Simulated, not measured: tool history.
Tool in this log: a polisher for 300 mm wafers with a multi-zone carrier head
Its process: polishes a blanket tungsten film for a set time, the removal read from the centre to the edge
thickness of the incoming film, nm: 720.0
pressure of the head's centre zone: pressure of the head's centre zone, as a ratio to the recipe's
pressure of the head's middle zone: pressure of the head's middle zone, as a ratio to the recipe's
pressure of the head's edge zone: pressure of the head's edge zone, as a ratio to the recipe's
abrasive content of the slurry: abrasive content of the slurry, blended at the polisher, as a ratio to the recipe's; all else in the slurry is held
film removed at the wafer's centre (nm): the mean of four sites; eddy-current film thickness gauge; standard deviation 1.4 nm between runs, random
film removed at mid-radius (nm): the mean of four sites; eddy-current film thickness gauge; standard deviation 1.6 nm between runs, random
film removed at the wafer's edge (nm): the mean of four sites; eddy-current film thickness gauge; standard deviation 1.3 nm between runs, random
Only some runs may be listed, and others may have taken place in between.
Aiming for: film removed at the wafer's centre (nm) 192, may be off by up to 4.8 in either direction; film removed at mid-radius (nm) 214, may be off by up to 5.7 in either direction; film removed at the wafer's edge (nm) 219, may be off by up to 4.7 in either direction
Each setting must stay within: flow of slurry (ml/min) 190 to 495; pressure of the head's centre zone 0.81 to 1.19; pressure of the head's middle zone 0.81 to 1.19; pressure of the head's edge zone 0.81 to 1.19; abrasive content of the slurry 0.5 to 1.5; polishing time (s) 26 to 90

run	hour	flow of slurry (ml/min)	pressure of the head's centre zone	pressure of the head's middle zone	pressure of the head's edge zone	abrasive content of the slurry	polishing time (s)	film removed at the wafer's centre (nm)	film removed at mid-radius (nm)	film removed at the wafer's edge (nm)
1	0	320	1	1	1	1	58	157.97	160.93	167.76
2	7.8	320	1	1	1	1	69	190.62	187.34	197.85
3	15.3	320	1	1	1	1	60	168.49	164.3	172.88
4	23.2	360	1	1	1	1	60	170.71	166.12	176.41
5	30.6	360	1	1.04	1	1	60	168.58	171.55	175.04
6	33	360	1	1.04	1	1	65	183.14	187.51	190.43
7	41.6	390	0.99	1.06	1.04	1.05	65	185.12	195.26	196.39
8	44.6	410	0.98	1.07	1.08	1.1	65	187.28	200.29	203.52
9	52	425	0.98	1.08	1.11	1.1	65	185.73	198.43	206.72
10	56.2	430	0.99	1.16	1.17	1.25	65	193.47	221.89	220.1

Exercise: of the 4 proposed moves below, exactly one satisfies all targets within the stated allowed misses. Which move is it?
A	60.4	460	0.93	1.18	1.14	1.15	68	?	?	?
B	60.4	465	0.95	1.16	1.09	1.45	65	?	?	?
C	60.4	475	0.94	1.15	1.13	1.45	65	?	?	?
D	60.4	450	0.98	1.13	1.19	1.45	62	?	?	?

move	film removed at the wafer's centre (nm)	film removed at mid-radius (nm)	film removed at the wafer's edge (nm)
A	192.5	229.85	222.01
B	198.18	229.16	219.58
C	196.85	227.86	223.98
D	193.26	213.03	218.72
A: further off than the last run
B: further off than the last run
C: further off than the last run
D: hits every target within its allowed miss
Move D is the one to make.
